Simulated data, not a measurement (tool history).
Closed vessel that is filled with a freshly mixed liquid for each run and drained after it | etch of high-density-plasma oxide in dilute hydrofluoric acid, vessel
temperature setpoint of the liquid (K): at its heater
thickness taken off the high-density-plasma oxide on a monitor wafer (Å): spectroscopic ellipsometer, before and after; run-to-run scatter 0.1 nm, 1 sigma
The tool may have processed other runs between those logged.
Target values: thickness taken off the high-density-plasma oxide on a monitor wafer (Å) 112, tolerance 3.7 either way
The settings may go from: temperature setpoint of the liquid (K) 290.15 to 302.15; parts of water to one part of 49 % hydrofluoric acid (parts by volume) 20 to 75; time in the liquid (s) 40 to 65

run,hour,temperature setpoint of the liquid (K),parts of water to one part of 49 % hydrofluoric acid (parts by volume),time in the liquid (s),thickness taken off the high-density-plasma oxide on a monitor wafer (Å)
1,0,294.15,45,65,65.933
2,8,295.15,45,65,68.613
3,12.1,295.15,45,40,41.662
4,16.1,294.65,40,40,46.373
5,19.8,296.15,40,40,49.632
6,22.1,296.15,40,40,49.462
7,29.7,295.15,35,45,60.904
8,35.8,294.65,35,50,67.123
9,43.7,298.65,20,65,184.76
10,52,294.65,20,65,156.01
11,54.2,294.15,20,65,151.29
12,61.5,290.15,25,65,101.68
13,64.7,290.65,25,65,102.15
14,73,290.65,25,65,103.17

Below are 5 possible settings for the next run. Only one of them brings all results inside the allowed miss of their targets. Which is it?
A,81.3,291.65,25,55,?
B,81.3,291.15,20,55,?
C,81.3,290.65,25,60,?
D,81.3,290.15,20,60,?
E,81.3,291.15,25,60,?

move,thickness taken off the high-density-plasma oxide on a monitor wafer (Å)
A,92.221
B,113.42
C,96.283
D,118.37
E,98.424
A: moves away from the targets compared with the last run
B: all results land within tolerance of their targets
C: moves away from the targets compared with the last run
D: takes the biggest miss from the last run beyond its target
E: moves away from the targets compared with the last run
Correct choice: B, which meets every target
